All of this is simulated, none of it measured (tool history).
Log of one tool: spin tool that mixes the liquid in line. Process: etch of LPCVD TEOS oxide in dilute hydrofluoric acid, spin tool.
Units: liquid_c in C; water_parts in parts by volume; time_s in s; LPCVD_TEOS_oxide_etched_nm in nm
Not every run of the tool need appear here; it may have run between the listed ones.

| run | day | liquid_c | water_parts | time_s | LPCVD_TEOS_oxide_etched_nm |
|---|---|---|---|---|---|
| 1 | 0.000 | 25.0 | 125 | 290 | 52.155 |
| 2 | 0.029 | 25.0 | 100 | 290 | 66.623 |
| 3 | 0.333 | 25.0 | 100 | 310 | 71.576 |
| 4 | 0.417 | 24.5 | 100 | 310 | 70.286 |
| 5 | 0.483 | 24.5 | 100 | 310 | 69.941 |
| 6 | 0.508 | 24.5 | 100 | 310 | 70.291 |
| 7 | 0.621 | 24.0 | 100 | 310 | 68.839 |
| 8 | 0.900 | 24.0 | 100 | 310 | 68.752 |
| 9 | 1.008 | 23.5 | 100 | 310 | 67.576 |

The next listed run, before its measurement:
| 10 | 1.096 | 23.0 | 100 | 310 | ? |

Run 10 came out at LPCVD_TEOS_oxide_etched_nm 66.188 nm.
